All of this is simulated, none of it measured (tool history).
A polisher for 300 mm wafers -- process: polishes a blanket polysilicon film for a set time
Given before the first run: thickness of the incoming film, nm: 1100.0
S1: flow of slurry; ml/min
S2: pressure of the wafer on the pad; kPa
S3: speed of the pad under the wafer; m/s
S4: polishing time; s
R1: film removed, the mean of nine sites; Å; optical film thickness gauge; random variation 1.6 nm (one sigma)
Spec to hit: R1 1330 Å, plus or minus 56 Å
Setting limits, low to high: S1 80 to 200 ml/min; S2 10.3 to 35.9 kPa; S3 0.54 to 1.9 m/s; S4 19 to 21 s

| run | day | S1 | S2 | S3 | S4 | R1 |
|---|---|---|---|---|---|---|
| 1 | 0 | 130 | 22.8 | 1.22 | 21 | 1926.2 |
| 2 | 0.158 | 130 | 22.8 | 1.22 | 21 | 1910 |
| 3 | 0.379 | 125 | 20 | 1.22 | 21 | 1772.9 |
| 4 | 0.754 | 125 | 20 | 1.32 | 21 | 1929.8 |
| 5 | 1.067 | 125 | 16.5 | 1.3 | 21 | 1718.3 |
| 6 | 1.2 | 125 | 16.5 | 1.3 | 19 | 1524.7 |
| 7 | 1.412 | 125 | 15.2 | 1.3 | 19 | 1444.1 |
|  | 1.458 | head pressure recalibrated |
| 8 | 1.458 | 115 | 13.1 | 1.3 | 19 | 1432.2 |
| 9 | 1.808 | 120 | 12.4 | 1.3 | 19 | 1405.2 |

4 next moves are on the table. One of them brings every result within its allowed miss. Which?
| A | 2.158 | 120 | 13.1 | 1.26 | 21 | ? |
| B | 2.158 | 85 | 15.2 | 1.22 | 19 | ? |
| C | 2.158 | 80 | 10.3 | 1.64 | 20 | ? |
| D | 2.158 | 150 | 11.7 | 1.36 | 19 | ? |

| move | R1 |
|---|---|
| A | 1570.5 |
| B | 1363.6 |
| C | 1583.7 |
| D | 1516.8 |
A: its largest miss is bigger than the last run's
B: hits every target within its allowed miss
C: its largest miss is bigger than the last run's
D: its largest miss is bigger than the last run's
Answer: B

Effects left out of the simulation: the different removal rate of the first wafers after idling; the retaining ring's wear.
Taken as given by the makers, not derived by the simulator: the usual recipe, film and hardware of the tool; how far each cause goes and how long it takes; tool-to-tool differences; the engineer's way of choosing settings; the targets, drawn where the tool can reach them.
